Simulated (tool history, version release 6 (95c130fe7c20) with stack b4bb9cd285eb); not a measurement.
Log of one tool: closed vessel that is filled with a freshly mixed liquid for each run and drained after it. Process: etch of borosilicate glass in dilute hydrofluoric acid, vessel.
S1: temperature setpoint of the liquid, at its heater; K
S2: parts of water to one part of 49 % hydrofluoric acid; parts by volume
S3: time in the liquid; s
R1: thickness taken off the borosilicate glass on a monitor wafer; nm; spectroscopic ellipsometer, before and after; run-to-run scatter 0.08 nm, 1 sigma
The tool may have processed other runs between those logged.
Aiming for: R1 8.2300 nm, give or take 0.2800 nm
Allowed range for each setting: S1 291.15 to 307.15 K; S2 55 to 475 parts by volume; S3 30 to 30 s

run    day      S1   S2  S3      R1
  1  0.000  299.15  265  30  3.6033
  2  0.338  300.15  250  30  4.0619
  3  0.362  300.15  250  30  4.0012
  4  0.725  300.15  250  30  3.9181
  5  1.025  300.15  210  30  4.9427
  6  1.062  300.15  265  30  3.6441
  7  1.383  300.65  250  30  4.0661
  8  1.754  301.15  240  30  4.3952
  9  2.092  301.65  230  30  4.7480
 10  2.125  302.15  225  30  4.9270
 11  2.446  302.65  220  30  5.1540
 12  2.554  303.15  215  30  5.3284
 13  2.700  303.65  210  30  5.6275
 14  2.942  304.15  205  30  5.9583
 15  3.017  304.65  200  30  6.1334
 16  3.217  304.65  195  30  6.4037
 17  3.242  305.15  190  30  6.6046
 18  3.296  305.15  190  30  6.7159
 19  3.504  307.15  155  30  9.1906
 20  3.688  306.65  155  30  9.1304
 21  4.042  306.15  155  30  8.8216
 22  4.171  305.15  155  30  8.6771

Which one of the following 4 next-run settings gets every result inside its allowed miss? There is exactly one.
  A  4.300  306.65  155  30   ?
  B  4.300  302.65  150  30   ?
  C  4.300  303.65  145  30   ?
  D  4.300  303.15  140  30   ?

move      R1
   A  9.0900
   B  8.2108
   C  8.8635
   D  9.0762
A: further off than the last run
B: meets every target
C: further off than the last run
D: further off than the last run
Answer: B
